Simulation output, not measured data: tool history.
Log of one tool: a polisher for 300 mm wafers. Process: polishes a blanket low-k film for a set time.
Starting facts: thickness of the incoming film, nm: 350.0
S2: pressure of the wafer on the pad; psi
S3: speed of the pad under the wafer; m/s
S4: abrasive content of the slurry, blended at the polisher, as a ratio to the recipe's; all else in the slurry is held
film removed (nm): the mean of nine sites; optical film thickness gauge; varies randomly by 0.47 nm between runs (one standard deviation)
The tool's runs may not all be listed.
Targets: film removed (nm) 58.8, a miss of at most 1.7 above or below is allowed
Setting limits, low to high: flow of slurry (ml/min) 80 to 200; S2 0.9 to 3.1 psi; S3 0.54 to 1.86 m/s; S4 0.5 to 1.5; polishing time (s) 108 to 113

run 1 hour=0 | flow_of_slurry_(ml/min)=130 S2=2 S3=1.18 S4=1 polishing_time_(s)=108 | film_removed_(nm)=51.204
run 2 hour=8.1 | flow_of_slurry_(ml/min)=130 S2=2 S3=1.06 S4=1 polishing_time_(s)=108 | film_removed_(nm)=48.021
run 3 hour=16.6 | flow_of_slurry_(ml/min)=150 S2=2 S3=1.06 S4=1 polishing_time_(s)=108 | film_removed_(nm)=49.414
run 4 hour=19.2 | flow_of_slurry_(ml/min)=150 S2=2 S3=0.8 S4=1 polishing_time_(s)=108 | film_removed_(nm)=41.652
run 5 hour=26.8 | flow_of_slurry_(ml/min)=160 S2=2.2 S3=0.8 S4=1 polishing_time_(s)=108 | film_removed_(nm)=44.539
run 6 hour=33.5 | flow_of_slurry_(ml/min)=160 S2=2.2 S3=0.8 S4=1 polishing_time_(s)=108 | film_removed_(nm)=44.876
run 7 hour=35.1 | flow_of_slurry_(ml/min)=160 S2=2.4 S3=0.8 S4=1 polishing_time_(s)=108 | film_removed_(nm)=48.513
run 8 hour=38.9 | flow_of_slurry_(ml/min)=165 S2=2.5 S3=0.8 S4=1 polishing_time_(s)=108 | film_removed_(nm)=49.613

Pick the move, out of 4, that brings all results within their allowed miss; only one does.
run A hour=42.7 | flow_of_slurry_(ml/min)=165 S2=2.7 S3=0.94 S4=1.1 polishing_time_(s)=112 | film_removed_(nm)=?
run B hour=42.7 | flow_of_slurry_(ml/min)=130 S2=2.5 S3=1.16 S4=0.95 polishing_time_(s)=109 | film_removed_(nm)=?
run C hour=42.7 | flow_of_slurry_(ml/min)=200 S2=2 S3=0.74 S4=1.2 polishing_time_(s)=108 | film_removed_(nm)=?
run D hour=42.7 | flow_of_slurry_(ml/min)=120 S2=2.9 S3=0.84 S4=1.2 polishing_time_(s)=113 | film_removed_(nm)=?

move=A film_removed_(nm)=62.512
move=B film_removed_(nm)=58.712
move=C film_removed_(nm)=45.106
move=D film_removed_(nm)=61.89
A: takes the biggest miss from the last run beyond its target
B: each result inside its tolerance
C: its largest miss is bigger than the last run's
D: takes the biggest miss from the last run beyond its target
B meets every target.

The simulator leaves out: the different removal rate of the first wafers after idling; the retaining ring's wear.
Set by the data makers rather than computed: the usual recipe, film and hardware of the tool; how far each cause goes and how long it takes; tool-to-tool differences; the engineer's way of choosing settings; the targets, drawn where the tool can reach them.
